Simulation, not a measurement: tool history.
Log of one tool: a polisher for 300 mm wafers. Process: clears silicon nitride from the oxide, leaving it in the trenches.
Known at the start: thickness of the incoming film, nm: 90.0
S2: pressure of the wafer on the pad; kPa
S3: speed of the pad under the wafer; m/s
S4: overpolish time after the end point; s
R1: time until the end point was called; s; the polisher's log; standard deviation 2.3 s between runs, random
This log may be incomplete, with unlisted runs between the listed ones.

run 1 hour=0 | flow_of_slurry_(ml/min)=315 S2=24.1 S3=0.88 S4=38 | R1=108.26
run 2 hour=1 | flow_of_slurry_(ml/min)=315 S2=24.1 S3=0.88 S4=41 | R1=106.21
run 3 hour=6.8 | flow_of_slurry_(ml/min)=315 S2=24.1 S3=0.88 S4=38 | R1=109.94
run 4 hour=11.5 | flow_of_slurry_(ml/min)=315 S2=20.7 S3=0.88 S4=38 | R1=120.43
run 5 hour=13.1 | flow_of_slurry_(ml/min)=315 S2=20 S3=0.88 S4=38 | R1=126.98
run 6 hour=18.7 | flow_of_slurry_(ml/min)=370 S2=20 S3=0.88 S4=38 | R1=126.32
run 7 hour=25.1 | flow_of_slurry_(ml/min)=370 S2=19.3 S3=0.88 S4=38 | R1=126.65

Run 8 has not been measured yet. What should we expect?
-- hour=27.2 slurry nozzle cleaned
run 8 hour=27.2 | flow_of_slurry_(ml/min)=370 S2=18.6 S3=0.88 S4=38 | R1=?

Run 8 produced R1 128.33 s.
